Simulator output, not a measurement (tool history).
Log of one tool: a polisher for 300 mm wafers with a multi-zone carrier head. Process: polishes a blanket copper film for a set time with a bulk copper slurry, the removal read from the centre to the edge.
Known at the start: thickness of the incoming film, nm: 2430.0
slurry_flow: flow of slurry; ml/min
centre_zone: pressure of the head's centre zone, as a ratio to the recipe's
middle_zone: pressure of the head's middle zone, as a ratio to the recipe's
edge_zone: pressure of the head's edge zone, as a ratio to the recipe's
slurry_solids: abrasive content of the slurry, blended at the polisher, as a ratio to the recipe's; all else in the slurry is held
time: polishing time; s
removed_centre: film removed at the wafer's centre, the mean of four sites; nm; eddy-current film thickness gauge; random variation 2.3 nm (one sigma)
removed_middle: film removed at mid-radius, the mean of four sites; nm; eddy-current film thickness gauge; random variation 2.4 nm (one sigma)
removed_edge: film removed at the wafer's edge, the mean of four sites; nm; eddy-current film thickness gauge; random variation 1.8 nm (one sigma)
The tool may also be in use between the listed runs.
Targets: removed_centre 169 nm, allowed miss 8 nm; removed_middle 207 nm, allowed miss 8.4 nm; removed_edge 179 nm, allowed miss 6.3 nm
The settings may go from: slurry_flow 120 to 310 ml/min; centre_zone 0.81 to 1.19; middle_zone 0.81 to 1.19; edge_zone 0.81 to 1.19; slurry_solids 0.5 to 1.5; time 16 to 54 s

run,hour,slurry_flow,centre_zone,middle_zone,edge_zone,slurry_solids,time,removed_centre,removed_middle,removed_edge
1,0,200,1,1,1,1,35,223.21,234.35,237.19
2,8.7,200,0.97,1,1,1,35,220.5,235.8,238.27
3,11.8,200,0.97,1,1,1,26,161.16,180.25,176.51
4,12.3,210,0.97,1.03,0.99,1,26,164.68,177.57,180.25
5,17.3,185,0.95,0.99,0.94,1.1,27,167.01,181.6,178.92
6,19.4,170,0.94,1.04,0.91,1.15,27,164.81,193.91,175.55
7,23.9,170,0.94,1.05,0.91,1.15,27,164,193.28,178.76
# hour 31.7: centre zone pressure recalibrated
8,31.7,170,0.95,1.07,0.9,1.15,27,175.41,195.79,174.69

4 next moves are on the table. One of them brings every result within its allowed miss. Which?
A,39.5,145,0.96,1.13,0.95,1.05,26,?,?,?
B,39.5,170,1.03,1.11,0.88,1.1,28,?,?,?
C,39.5,135,0.93,1.17,0.94,1.15,27,?,?,?
D,39.5,130,1,1.04,0.88,1.15,28,?,?,?

move,removed_centre,removed_middle,removed_edge
A,159.53,190.23,171.65
B,190.18,207.49,182.61
C,161.43,205.03,178.99
D,178.91,191.19,179.72
A: further off than the last run
B: brings the result that was furthest off to its target, and leaves another outside
C: meets every target
D: further off than the last run
The right move is C.

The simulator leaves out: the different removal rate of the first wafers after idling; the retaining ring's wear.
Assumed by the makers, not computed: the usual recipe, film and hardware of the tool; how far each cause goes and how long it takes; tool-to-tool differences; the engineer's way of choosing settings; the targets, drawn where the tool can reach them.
